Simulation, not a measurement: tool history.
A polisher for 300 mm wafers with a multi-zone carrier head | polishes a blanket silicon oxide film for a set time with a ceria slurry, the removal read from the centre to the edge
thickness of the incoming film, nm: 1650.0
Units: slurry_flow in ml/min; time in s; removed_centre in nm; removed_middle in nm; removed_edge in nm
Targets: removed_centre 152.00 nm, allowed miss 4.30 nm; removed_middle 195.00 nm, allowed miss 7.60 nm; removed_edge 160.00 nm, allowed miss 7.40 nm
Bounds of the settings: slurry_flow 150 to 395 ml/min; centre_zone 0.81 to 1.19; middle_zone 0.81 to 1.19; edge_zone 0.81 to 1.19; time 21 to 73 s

run  hour  slurry_flow  centre_zone  middle_zone  edge_zone  time  removed_centre  removed_middle  removed_edge
  1   0.0          250         1.00         1.00       1.00    47          227.82          236.02        230.92
  2   2.9          250         0.98         1.02       0.97    44          210.56          221.85        216.54
  3   4.2          255         0.96         1.06       0.93    41          191.30          212.97        195.96
  4   4.7          255         0.94         1.08       0.91    40          183.94          215.17        185.78
  5   8.5          255         0.94         1.03       0.91    40          183.56          209.49        191.92
  6  14.8          250         0.93         1.04       0.89    39          176.93          201.77        182.89
  7  16.9          240         0.91         1.05       0.87    39          172.93          206.37        182.08
  8  25.1          240         0.90         1.06       0.86    38          167.41          203.98        174.72
  9  30.9          235         0.89         1.06       0.85    37          161.22          196.52        171.28
 10  34.1          230         0.89         1.07       0.84    37          160.88          197.69        170.42
 11  37.4          230         0.89         1.08       0.83    37          158.76          196.82        165.14
 12  40.1          225         0.89         1.08       0.83    37          159.82          200.67        168.42

4 next moves are on the table. One of them brings every result within its allowed miss. Which?
  A  42.8          155         0.82         1.18       0.86    39               ?               ?             ?
  B  42.8          220         0.93         1.07       0.82    37               ?               ?             ?
  C  42.8          215         0.89         0.97       0.85    39               ?               ?             ?
  D  42.8          205         0.88         1.11       0.81    36               ?               ?             ?

move  removed_centre  removed_middle  removed_edge
   A          149.52          216.28        175.59
   B          165.11          195.57        167.81
   C          166.80          189.31        179.66
   D          151.78          195.04        161.48
A: brings the result that was furthest off to its target, and leaves another outside
B: further off than the last run
C: further off than the last run
D: meets every target
The right move is D.
